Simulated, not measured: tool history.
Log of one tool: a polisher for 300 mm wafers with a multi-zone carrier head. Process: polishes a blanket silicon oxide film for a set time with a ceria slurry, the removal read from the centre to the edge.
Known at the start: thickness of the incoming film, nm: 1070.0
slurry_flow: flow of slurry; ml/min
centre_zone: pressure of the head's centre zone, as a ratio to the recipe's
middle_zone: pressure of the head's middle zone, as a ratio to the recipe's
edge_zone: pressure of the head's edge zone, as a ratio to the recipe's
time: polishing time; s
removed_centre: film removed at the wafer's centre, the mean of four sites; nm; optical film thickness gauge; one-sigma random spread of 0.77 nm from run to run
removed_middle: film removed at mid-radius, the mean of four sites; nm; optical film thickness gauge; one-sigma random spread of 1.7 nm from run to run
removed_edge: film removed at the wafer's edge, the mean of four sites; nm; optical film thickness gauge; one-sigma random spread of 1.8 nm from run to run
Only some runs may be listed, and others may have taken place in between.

run    day  slurry_flow  centre_zone  middle_zone  edge_zone  time  removed_centre  removed_middle  removed_edge
  1  0.000          235         1.00         1.00       1.00    50          175.38          178.61        182.74
  2  0.371          275         1.00         1.00       1.00    50          177.30          184.32        183.95
  3  0.475          270         0.98         0.99       0.99    49          170.89          176.02        180.74
  4  0.783          270         0.98         0.99       1.03    49          170.11          175.36        180.81
  5  1.092          270         0.96         0.99       1.03    48          163.35          171.60        178.90
  6  1.433          270         0.96         0.99       0.98    48          164.26          175.27        176.98

Run 7 has not been measured yet. What should we expect?
  7  1.800          270         0.95         0.99       0.98    47               ?               ?             ?

Run 7 yielded removed_centre 158.67 nm, removed_middle 167.99 nm, removed_edge 168.57 nm.
